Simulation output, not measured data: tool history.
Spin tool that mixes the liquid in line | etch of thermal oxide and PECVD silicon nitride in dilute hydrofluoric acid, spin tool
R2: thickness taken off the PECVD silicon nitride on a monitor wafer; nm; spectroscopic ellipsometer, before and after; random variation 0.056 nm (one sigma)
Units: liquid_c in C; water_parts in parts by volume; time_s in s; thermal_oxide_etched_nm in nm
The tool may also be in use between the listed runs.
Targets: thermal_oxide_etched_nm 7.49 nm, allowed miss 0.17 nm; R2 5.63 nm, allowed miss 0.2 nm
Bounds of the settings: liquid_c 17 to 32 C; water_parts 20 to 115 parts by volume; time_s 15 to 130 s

Run 1, hour 0: liquid_c 24 C, water_parts 65 parts by volume, time_s 65 s. Result: thermal_oxide_etched_nm 5.9119 nm, R2 3.8898 nm.
Run 2, hour 3.2: liquid_c 25 C, water_parts 65 parts by volume, time_s 65 s. Result: thermal_oxide_etched_nm 6.1703 nm, R2 4.2664 nm.
Run 3, hour 7.5: liquid_c 25.5 C, water_parts 65 parts by volume, time_s 65 s. Result: thermal_oxide_etched_nm 6.3 nm, R2 4.3184 nm.
Run 4, hour 9.1: liquid_c 25.5 C, water_parts 75 parts by volume, time_s 65 s. Result: thermal_oxide_etched_nm 5.4095 nm, R2 3.7394 nm.
Run 5, hour 17.3: liquid_c 26 C, water_parts 75 parts by volume, time_s 65 s. Result: thermal_oxide_etched_nm 5.5142 nm, R2 3.9232 nm.
Run 6, hour 19.1: liquid_c 26.5 C, water_parts 70 parts by volume, time_s 65 s. Result: thermal_oxide_etched_nm 6.0248 nm, R2 4.2982 nm.
Run 7, hour 23.3: liquid_c 27 C, water_parts 70 parts by volume, time_s 65 s. Result: thermal_oxide_etched_nm 6.232 nm, R2 4.3665 nm.
Run 8, hour 27.3: liquid_c 31 C, water_parts 70 parts by volume, time_s 65 s. Result: thermal_oxide_etched_nm 7.2418 nm, R2 5.7809 nm.
Run 9, hour 30.8: liquid_c 30.5 C, water_parts 70 parts by volume, time_s 65 s. Result: thermal_oxide_etched_nm 7.117 nm, R2 5.5993 nm.

5 next moves are on the table. One of them brings every result within its allowed miss. Which?
Run A, hour 34.3: liquid_c 32 C, water_parts 75 parts by volume, time_s 65 s. Result: thermal_oxide_etched_nm ?, R2 ?.
Run B, hour 34.3: liquid_c 30.5 C, water_parts 75 parts by volume, time_s 70 s. Result: thermal_oxide_etched_nm ?, R2 ?.
Run C, hour 34.3: liquid_c 27.5 C, water_parts 60 parts by volume, time_s 70 s. Result: thermal_oxide_etched_nm ?, R2 ?.
Run D, hour 34.3: liquid_c 31.5 C, water_parts 75 parts by volume, time_s 65 s. Result: thermal_oxide_etched_nm ?, R2 ?.
Run E, hour 34.3: liquid_c 29.5 C, water_parts 60 parts by volume, time_s 60 s. Result: thermal_oxide_etched_nm ?, R2 ?.

move  thermal_oxide_etched_nm      R2
   A                   6.9303   5.809
   B                   7.0507  5.6919
   C                   8.0154  5.8583
   D                   6.8007  5.6296
   E                   7.4329  5.7169
A: further off than the last run
B: further off than the last run
C: takes the result that was furthest off past its target
D: further off than the last run
E: meets every target
Answer: E
